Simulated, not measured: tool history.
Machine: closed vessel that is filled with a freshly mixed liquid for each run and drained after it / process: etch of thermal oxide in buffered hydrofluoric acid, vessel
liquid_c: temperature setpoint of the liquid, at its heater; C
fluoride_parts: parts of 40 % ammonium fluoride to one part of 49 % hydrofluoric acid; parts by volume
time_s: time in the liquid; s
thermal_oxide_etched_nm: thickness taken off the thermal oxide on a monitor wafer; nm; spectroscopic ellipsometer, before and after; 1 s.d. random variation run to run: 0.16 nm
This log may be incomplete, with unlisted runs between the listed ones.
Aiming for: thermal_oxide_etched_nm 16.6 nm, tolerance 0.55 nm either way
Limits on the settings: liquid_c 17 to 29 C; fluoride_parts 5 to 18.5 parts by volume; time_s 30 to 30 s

run,hour,liquid_c,fluoride_parts,time_s,thermal_oxide_etched_nm
1,0,21,11.5,30,24.092
2,5.5,20,12,30,22.184
3,11.6,17,12,30,18.748
4,16.2,17,12,30,18.39
5,25,17,12,30,18.634
6,30.8,20.5,12,30,22.926
7,35.2,19.5,12.5,30,20.789
8,39.2,19,13,30,19.202
9,41.9,18.5,13,30,18.453
10,46.4,18,13,30,18.466
11,51.1,17.5,13,30,17.743

Next run, 4 choices. One meets every target within its allowed miss, the rest don't. Which?
A,55.8,17,15,30,?
B,55.8,17.5,14,30,?
C,55.8,18,13,30,?
D,55.8,19,14,30,?

move,thermal_oxide_etched_nm
A,15.002
B,16.52
C,18.28
D,17.987
A: takes the result that was furthest off past its target
B: every result lands within tolerance
C: lands further from the targets than the last run did
D: lands further from the targets than the last run did
Correct choice: B, which meets every target

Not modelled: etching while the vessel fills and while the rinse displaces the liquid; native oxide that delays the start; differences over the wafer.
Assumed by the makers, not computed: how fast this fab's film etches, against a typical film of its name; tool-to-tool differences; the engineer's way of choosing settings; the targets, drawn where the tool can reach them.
